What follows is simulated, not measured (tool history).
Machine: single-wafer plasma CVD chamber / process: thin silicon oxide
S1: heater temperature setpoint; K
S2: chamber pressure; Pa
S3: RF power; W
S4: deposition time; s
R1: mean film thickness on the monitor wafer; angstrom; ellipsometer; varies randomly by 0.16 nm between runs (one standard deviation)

run	day	S1	S2	S3	S4	R1
1	0.000	698.15	102.1	370	13.8	243.26
2	0.225	698.15	107.9	370	13.8	250.49
3	0.417	698.15	113.9	370	13.8	257.92
4	0.550	698.15	119.7	370	13.8	266.26
5	0.896	698.15	124.0	370	13.8	268.71
6	0.933	698.15	128.3	370	13.8	279.17
7	1.296	698.15	129.9	370	13.8	276.23

What will run 8 give?
8	1.554	698.15	132.4	370	13.8	?

{"run 8": {"R1": 278.9}}
